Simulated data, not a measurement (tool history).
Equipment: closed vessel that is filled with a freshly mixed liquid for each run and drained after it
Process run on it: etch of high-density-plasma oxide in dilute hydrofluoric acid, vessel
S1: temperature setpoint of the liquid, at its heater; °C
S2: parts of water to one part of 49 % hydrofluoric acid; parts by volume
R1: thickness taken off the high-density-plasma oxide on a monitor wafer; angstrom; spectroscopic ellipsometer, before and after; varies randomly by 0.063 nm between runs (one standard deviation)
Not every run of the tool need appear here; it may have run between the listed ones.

Run 1, hour 0: S1 23 °C, S2 40 parts by volume, time in the liquid (s) 30. Result: R1 48.193 angstrom.
Run 2, hour 7.7: S1 23 °C, S2 50 parts by volume, time in the liquid (s) 30. Result: R1 37.431 angstrom.
Run 3, hour 11.8: S1 26 °C, S2 50 parts by volume, time in the liquid (s) 30. Result: R1 42.525 angstrom.
Run 4, hour 12.9: S1 27.5 °C, S2 45 parts by volume, time in the liquid (s) 30. Result: R1 50.933 angstrom.
Run 5, hour 14.5: S1 27.5 °C, S2 55 parts by volume, time in the liquid (s) 30. Result: R1 40.927 angstrom.
Run 6, hour 19.3: S1 28.5 °C, S2 45 parts by volume, time in the liquid (s) 30. Result: R1 52.896 angstrom.
Run 7, hour 24.8: S1 29.5 °C, S2 40 parts by volume, time in the liquid (s) 30. Result: R1 63.164 angstrom.
At hour 32.3: hydrofluoric acid flow meter replaced.
Run 8, hour 32.3: S1 31 °C, S2 25 parts by volume, time in the liquid (s) 30. Result: R1 117.32 angstrom.

Run 9 comes next. What will it give?
Run 9, hour 38.6: S1 27 °C, S2 25 parts by volume, time in the liquid (s) 30. Result: R1 ?.

Run 9 measured R1 99.111 angstrom.

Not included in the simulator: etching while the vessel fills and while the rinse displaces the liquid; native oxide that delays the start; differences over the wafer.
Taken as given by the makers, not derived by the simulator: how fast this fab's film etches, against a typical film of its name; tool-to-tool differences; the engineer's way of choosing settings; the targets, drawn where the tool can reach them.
